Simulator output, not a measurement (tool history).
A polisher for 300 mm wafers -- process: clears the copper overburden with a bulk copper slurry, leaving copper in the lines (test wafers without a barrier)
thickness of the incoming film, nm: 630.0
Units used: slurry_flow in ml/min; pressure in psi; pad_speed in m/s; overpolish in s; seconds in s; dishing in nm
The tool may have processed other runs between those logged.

run 1 hour=0.0 | slurry_flow=295 pressure=2.4 pad_speed=0.88 slurry_solids=1.0 overpolish=8 | seconds=90.486 dishing=33.316
run 2 hour=1.2 | slurry_flow=295 pressure=3.0 pad_speed=0.88 slurry_solids=1.0 overpolish=8 | seconds=73.432 dishing=41.119
run 3 hour=4.2 | slurry_flow=295 pressure=3.0 pad_speed=1.06 slurry_solids=1.0 overpolish=8 | seconds=65.036 dishing=44.725
run 4 hour=10.1 | slurry_flow=295 pressure=2.8 pad_speed=1.06 slurry_solids=1.0 overpolish=7 | seconds=70.541 dishing=39.284
run 5 hour=18.3 | slurry_flow=300 pressure=2.7 pad_speed=1.04 slurry_solids=1.0 overpolish=6 | seconds=72.705 dishing=33.629
run 6 hour=22.8 | slurry_flow=300 pressure=2.7 pad_speed=1.04 slurry_solids=1.0 overpolish=8 | seconds=72.052 dishing=41.638
run 7 hour=31.7 | slurry_flow=300 pressure=2.7 pad_speed=1.04 slurry_solids=1.0 overpolish=8 | seconds=73.267 dishing=41.295
run 8 hour=32.7 | slurry_flow=300 pressure=2.6 pad_speed=1.02 slurry_solids=1.0 overpolish=7 | seconds=74.946 dishing=36.656

Run 9 is up next; what results do you expect?
run 9 hour=38.4 | slurry_flow=300 pressure=2.5 pad_speed=1.00 slurry_solids=1.0 overpolish=6 | seconds=? dishing=?

seconds: 77.232 s
dishing: 30.353 nm
